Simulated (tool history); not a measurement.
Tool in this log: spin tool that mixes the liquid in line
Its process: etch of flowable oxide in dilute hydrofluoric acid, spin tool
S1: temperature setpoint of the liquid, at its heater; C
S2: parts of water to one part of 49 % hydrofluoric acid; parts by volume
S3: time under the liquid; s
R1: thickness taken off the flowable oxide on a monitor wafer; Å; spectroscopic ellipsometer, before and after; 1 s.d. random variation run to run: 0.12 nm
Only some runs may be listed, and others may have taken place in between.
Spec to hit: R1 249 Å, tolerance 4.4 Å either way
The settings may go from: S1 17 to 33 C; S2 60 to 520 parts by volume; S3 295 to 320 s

run  hour    S1   S2   S3      R1
  1     0    25  290  295   197.5
  2   2.4  26.5  290  295  209.34
  3   6.9    30  290  295  235.59
  4  14.3  30.5  290  295  240.87
  5  22.2    29  290  295  228.91
  6  31.1  29.5  290  295  232.62
  7  32.6    30  290  295  234.83
  8  40.3  30.5  290  295  240.34
  9  46.3    31  290  295  242.34

Below are 5 possible settings for the next run. Only one of them brings all results inside the allowed miss of their targets. Which is it?
  A  52.3  32.5  305  295   ?
  B  52.3  28.5  280  300   ?
  C  52.3  30.5  305  310   ?
  D  52.3    27  255  295   ?
  E  52.3    31  310  315   ?

move      R1
   A  237.31
   B  236.83
   C  233.91
   D  249.14
   E  236.42
A: lands further from the targets than the last run did
B: lands further from the targets than the last run did
C: lands further from the targets than the last run did
D: all results in spec
E: lands further from the targets than the last run did
So the answer is move D, the one that meets all the targets.
